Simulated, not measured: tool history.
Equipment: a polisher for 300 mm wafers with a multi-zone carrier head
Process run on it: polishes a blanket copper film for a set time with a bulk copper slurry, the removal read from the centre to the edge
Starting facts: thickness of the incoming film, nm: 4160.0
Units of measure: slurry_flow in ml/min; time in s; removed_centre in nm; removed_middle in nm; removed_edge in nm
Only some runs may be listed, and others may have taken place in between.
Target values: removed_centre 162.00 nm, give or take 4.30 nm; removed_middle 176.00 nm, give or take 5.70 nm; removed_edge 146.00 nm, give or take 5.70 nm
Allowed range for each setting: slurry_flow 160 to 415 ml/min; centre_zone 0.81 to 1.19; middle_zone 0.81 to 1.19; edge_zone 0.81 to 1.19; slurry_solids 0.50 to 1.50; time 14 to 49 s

run	hour	slurry_flow	centre_zone	middle_zone	edge_zone	slurry_solids	time	removed_centre	removed_middle	removed_edge
1	0.0	265	1.00	1.00	1.00	1.00	31	218.92	219.59	219.30
2	4.8	270	1.00	1.02	0.97	0.90	30	205.97	217.45	202.55
3	8.3	270	1.00	1.02	1.00	0.90	30	208.48	212.72	203.15
4	10.9	275	1.00	1.02	0.98	0.85	29	197.51	200.77	191.49
5	11.6	310	1.00	1.02	0.98	0.85	29	201.01	202.61	189.12
6	15.2	310	1.00	1.02	0.98	0.75	29	191.95	198.78	188.82
7	23.4	315	1.00	1.03	0.96	0.70	28	186.00	189.17	180.44
8	30.5	255	0.99	1.13	0.86	0.50	25	145.97	167.10	135.60
9	32.4	270	1.00	1.13	0.87	0.50	25	149.51	166.83	136.78
10	34.9	340	1.03	1.16	0.94	0.60	25	164.09	182.67	151.97

Which one of the following 5 next-run settings gets every result inside its allowed miss? There is exactly one.
A	37.4	395	1.01	1.11	0.87	0.50	26	?	?	?
B	37.4	395	0.92	1.17	1.05	0.55	26	?	?	?
C	37.4	345	1.00	1.09	0.91	0.85	24	?	?	?
D	37.4	380	0.91	1.07	1.01	0.50	27	?	?	?
E	37.4	335	0.97	1.15	1.00	0.50	27	?	?	?

move	removed_centre	removed_middle	removed_edge
A	162.78	175.90	148.77
B	151.82	188.56	166.40
C	167.78	180.51	158.66
D	151.68	176.61	165.41
E	160.22	186.09	163.28
A: each result inside its tolerance
B: lands further from the targets than the last run did
C: puts the biggest miss on target and leaves a different result outside tolerance
D: puts the biggest miss on target and leaves a different result outside tolerance
E: lands further from the targets than the last run did
Go with A: it meets all targets.
